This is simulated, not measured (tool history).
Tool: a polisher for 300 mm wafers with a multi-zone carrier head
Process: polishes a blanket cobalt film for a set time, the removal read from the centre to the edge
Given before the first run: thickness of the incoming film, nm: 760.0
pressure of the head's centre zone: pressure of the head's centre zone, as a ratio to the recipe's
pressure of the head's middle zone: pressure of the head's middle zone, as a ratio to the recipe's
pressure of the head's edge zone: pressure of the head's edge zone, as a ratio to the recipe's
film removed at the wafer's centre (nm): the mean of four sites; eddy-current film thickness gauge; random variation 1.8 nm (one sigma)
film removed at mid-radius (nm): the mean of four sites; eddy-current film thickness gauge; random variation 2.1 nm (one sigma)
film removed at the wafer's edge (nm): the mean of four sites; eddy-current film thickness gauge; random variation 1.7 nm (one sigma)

run	day	flow of slurry (ml/min)	pressure of the head's centre zone	pressure of the head's middle zone	pressure of the head's edge zone	polishing time (s)	film removed at the wafer's centre (nm)	film removed at mid-radius (nm)	film removed at the wafer's edge (nm)
1	0.000	160	1.00	1.00	1.00	45	163.18	172.37	177.41
2	0.042	175	1.04	0.97	0.99	45	172.15	167.98	175.80
3	0.292	175	1.04	0.97	1.05	45	173.92	172.82	177.41
4	0.496	175	0.96	0.97	1.05	45	156.24	167.88	182.19
5	0.654	185	1.01	0.94	1.05	45	166.60	168.34	181.85
6	1.021	190	1.05	0.91	1.05	45	175.91	165.52	180.17
7	1.071	195	1.07	0.89	1.05	45	180.32	157.16	183.65

The next listed run, before its measurement:
8	1.196	200	1.09	0.90	1.05	45	?	?	?

{"run 8": {"film removed at the wafer's centre (nm)": 184.5, "film removed at mid-radius (nm)": 161.92, "film removed at the wafer's edge (nm)": 180.54}}
